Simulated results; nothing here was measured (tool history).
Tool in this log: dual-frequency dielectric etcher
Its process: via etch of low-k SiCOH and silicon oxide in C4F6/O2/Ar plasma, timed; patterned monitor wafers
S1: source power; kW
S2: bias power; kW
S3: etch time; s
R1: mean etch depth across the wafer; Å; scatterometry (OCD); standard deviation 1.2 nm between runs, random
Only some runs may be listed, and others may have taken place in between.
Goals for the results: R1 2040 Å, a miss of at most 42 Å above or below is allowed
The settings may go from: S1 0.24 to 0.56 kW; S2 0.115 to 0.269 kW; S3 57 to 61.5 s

Run 1, hour 0: S1 0.4 kW, S2 0.192 kW, S3 61.5 s. Result: R1 1714.4 Å.
Run 2, hour 2.2: S1 0.45 kW, S2 0.2 kW, S3 61.5 s. Result: R1 1827.1 Å.
Run 3, hour 6.6: S1 0.45 kW, S2 0.223 kW, S3 61.5 s. Result: R1 1940.8 Å.
Run 4, hour 13.2: S1 0.45 kW, S2 0.223 kW, S3 57 s. Result: R1 1792.2 Å.
Run 5, hour 15.8: S1 0.48 kW, S2 0.229 kW, S3 57 s. Result: R1 1857.4 Å.
Run 6, hour 19.8: S1 0.48 kW, S2 0.254 kW, S3 57 s. Result: R1 1923.7 Å.
Run 7, hour 23.1: S1 0.5 kW, S2 0.256 kW, S3 57 s. Result: R1 1978.1 Å.
Run 8, hour 27.1: S1 0.51 kW, S2 0.257 kW, S3 57 s. Result: R1 1968.2 Å.

Consider the 4 candidate settings below. Which is the only one whose results all fall within their allowed miss of target?
Run A, hour 31.1: S1 0.44 kW, S2 0.269 kW, S3 61.5 s. Result: R1 ?.
Run B, hour 31.1: S1 0.54 kW, S2 0.243 kW, S3 61.5 s. Result: R1 ?.
Run C, hour 31.1: S1 0.56 kW, S2 0.247 kW, S3 60 s. Result: R1 ?.
Run D, hour 31.1: S1 0.51 kW, S2 0.242 kW, S3 57 s. Result: R1 ?.

move      R1
   A  2048.1
   B  2152.7
   C  2145.2
   D  1944.7
A: every result within its allowed miss
B: moves the result that the last run missed by most past its target, out the other side
C: moves the result that the last run missed by most past its target, out the other side
D: misses by more than the last run did
Answer: A

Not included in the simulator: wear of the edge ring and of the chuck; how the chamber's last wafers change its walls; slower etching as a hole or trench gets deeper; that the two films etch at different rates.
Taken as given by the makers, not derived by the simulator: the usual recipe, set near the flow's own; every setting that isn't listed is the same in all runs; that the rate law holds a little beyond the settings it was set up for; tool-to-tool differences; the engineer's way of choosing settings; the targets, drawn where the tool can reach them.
